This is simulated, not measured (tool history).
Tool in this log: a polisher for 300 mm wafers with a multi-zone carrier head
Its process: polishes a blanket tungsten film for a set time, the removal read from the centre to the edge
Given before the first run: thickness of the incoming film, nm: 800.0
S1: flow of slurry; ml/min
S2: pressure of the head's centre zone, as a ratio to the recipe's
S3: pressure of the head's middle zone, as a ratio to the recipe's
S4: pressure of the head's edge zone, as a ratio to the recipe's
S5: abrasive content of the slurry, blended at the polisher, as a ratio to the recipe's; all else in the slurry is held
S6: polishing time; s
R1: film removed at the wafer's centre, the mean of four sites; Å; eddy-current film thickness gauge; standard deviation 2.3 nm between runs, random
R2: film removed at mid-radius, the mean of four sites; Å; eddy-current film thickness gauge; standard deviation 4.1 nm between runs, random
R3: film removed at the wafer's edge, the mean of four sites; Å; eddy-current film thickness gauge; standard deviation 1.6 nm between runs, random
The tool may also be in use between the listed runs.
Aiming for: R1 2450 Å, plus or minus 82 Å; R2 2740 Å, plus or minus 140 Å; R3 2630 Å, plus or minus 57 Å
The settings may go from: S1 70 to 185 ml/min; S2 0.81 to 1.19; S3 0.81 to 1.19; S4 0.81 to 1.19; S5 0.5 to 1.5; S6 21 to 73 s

run,hour,S1,S2,S3,S4,S5,S6,R1,R2,R3
1,0,120,1,1,1,1,47,2262.8,2305.5,2216
2,0.7,135,0.99,1.01,1.04,1.05,47,2283,2287.8,2306.2
3,3.4,140,0.98,1.05,1.05,1.15,47,2358.1,2360.8,2381.7
4,5.7,140,1.07,1.05,1.05,1.15,47,2521.1,2416,2395.9
5,14.5,140,1.03,1.09,1.06,1.2,48,2492.7,2646.3,2504.3
6,15.4,140,1.03,1.09,1.03,1.2,48,2528.8,2523.5,2456.9
7,21.1,140,1.02,1.1,1.06,1.2,48,2529.4,2588.1,2458.7
8,26.8,140,0.99,1.11,1.09,1.25,48,2460.7,2640.1,2546.1
9,27.7,140,0.99,1.12,1.1,1.25,48,2442.6,2659.1,2551.3

Pick the move, out of 5, that brings all results within their allowed miss; only one does.
A,28.6,100,0.91,1.04,1.16,1.35,52,?,?,?
B,28.6,110,0.98,1.14,1.11,1.4,50,?,?,?
C,28.6,155,1,1.06,1.1,1.25,51,?,?,?
D,28.6,165,1.05,1.14,1.13,1.1,49,?,?,?
E,28.6,105,1.06,1.12,1.12,1.4,47,?,?,?

move,R1,R2,R3
A,2315.4,2609.8,2788.7
B,2466.8,2728.3,2673.3
C,2671.3,2742.1,2759.8
D,2654.4,2713.7,2631.8
E,2485.7,2513.2,2510
A: carries the result that was furthest off beyond its target, to the other side
B: hits every target within its allowed miss
C: carries the result that was furthest off beyond its target, to the other side
D: brings the result that was furthest off to its target, and leaves another outside
E: its largest miss is bigger than the last run's
Move B is the one to make.

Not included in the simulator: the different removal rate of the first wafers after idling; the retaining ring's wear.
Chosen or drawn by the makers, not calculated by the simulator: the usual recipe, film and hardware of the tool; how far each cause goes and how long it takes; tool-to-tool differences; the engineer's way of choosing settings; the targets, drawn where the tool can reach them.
